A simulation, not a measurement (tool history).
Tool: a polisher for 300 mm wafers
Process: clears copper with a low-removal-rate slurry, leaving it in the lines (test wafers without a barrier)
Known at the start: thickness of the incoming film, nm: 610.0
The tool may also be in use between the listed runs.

run  hour  flow of slurry (ml/min)  pressure of the wafer on the pad (kPa)  speed of the pad under the wafer (m/s)  abrasive content of the slurry  overpolish time after the end point (s)  time until the end point was called (s)  dishing of a wide line in a test structure (Å)
  1   0.0                      300                                    27.6                                    1.24                            1.00                                       28                                   121.18                                          700.99
  2   5.3                      300                                    27.6                                    1.24                            0.85                                       28                                   127.80                                          674.93
  3  13.5                      300                                    21.4                                    1.24                            0.85                                       28                                   164.81                                          583.35
  4  21.1                      300                                    20.7                                    1.24                            0.85                                       28                                   168.69                                          566.33
  5  25.8                      300                                    20.7                                    1.34                            0.85                                       28                                   157.64                                          581.47
  6  26.5                      300                                    20.7                                    1.34                            0.95                                       28                                   153.46                                          613.54
  7  29.3                      300                                    20.0                                    1.32                            0.95                                       28                                   158.60                                          589.49
  8  37.7                      300                                    19.3                                    1.30                            0.95                                       29                                   164.86                                          582.03
  9  39.8                      300                                    19.3                                    1.30                            0.95                                       29                                   163.28                                          578.09
 10  48.7                      300                                    18.6                                    1.28                            0.95                                       30                                   174.74                                          565.57
 11  52.9                      300                                    17.9                                    1.28                            0.95                                       31                                   182.99                                          558.62
 12  58.1                      300                                    17.2                                    1.28                            0.95                                       32                                   191.98                                          567.58
 13  64.5                      300                                    16.5                                    1.28                            0.95                                       32                                   197.95                                          549.07

Run 14 comes next. What will it give?
 14  67.1                      300                                    15.9                                    1.28                            0.95                                       32                                        ?                                               ?

Run 14 gave time until the end point was called (s) 203.04, dishing of a wide line in a test structure (Å) 537.07.
